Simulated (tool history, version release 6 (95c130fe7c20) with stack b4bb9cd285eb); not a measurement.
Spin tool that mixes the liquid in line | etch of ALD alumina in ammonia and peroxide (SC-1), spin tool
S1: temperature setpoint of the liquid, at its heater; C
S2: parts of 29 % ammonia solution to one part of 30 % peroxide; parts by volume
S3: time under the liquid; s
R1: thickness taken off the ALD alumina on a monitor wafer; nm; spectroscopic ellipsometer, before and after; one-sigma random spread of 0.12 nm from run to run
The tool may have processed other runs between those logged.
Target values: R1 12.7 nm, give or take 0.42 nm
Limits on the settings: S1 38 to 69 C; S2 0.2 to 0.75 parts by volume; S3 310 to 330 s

| run | hour | S1 | S2 | S3 | R1 |
|---|---|---|---|---|---|
| 1 | 0 | 53 | 0.45 | 310 | 25.431 |
| 2 | 6.1 | 57 | 0.45 | 310 | 31.694 |
| 3 | 12.3 | 52 | 0.45 | 310 | 24.163 |
| 4 | 16.7 | 51 | 0.45 | 310 | 22.623 |
| 5 | 21.5 | 51 | 0.45 | 330 | 23.939 |
| 6 | 26.4 | 46 | 0.45 | 330 | 18.469 |
| 7 | 29.8 | 45.5 | 0.45 | 330 | 17.611 |
| 8 | 32.9 | 45 | 0.45 | 330 | 17.281 |
| 9 | 36.1 | 44.5 | 0.45 | 330 | 17.099 |

Of the 4 settings listed for the next run, only one would bring every result within its allowed miss of target. Which one?
| A | 39.3 | 51 | 0.4 | 310 | ? |
| B | 39.3 | 43 | 0.65 | 310 | ? |
| C | 39.3 | 41 | 0.4 | 310 | ? |
| D | 39.3 | 43 | 0.35 | 310 | ? |

| move | R1 |
|---|---|
| A | 22.363 |
| B | 14.942 |
| C | 12.699 |
| D | 14.085 |
A: moves away from the targets compared with the last run
B: an improvement on the last run, though not all results are within tolerance
C: every result within its allowed miss
D: an improvement on the last run, though not all results are within tolerance
Move C is the one to make.

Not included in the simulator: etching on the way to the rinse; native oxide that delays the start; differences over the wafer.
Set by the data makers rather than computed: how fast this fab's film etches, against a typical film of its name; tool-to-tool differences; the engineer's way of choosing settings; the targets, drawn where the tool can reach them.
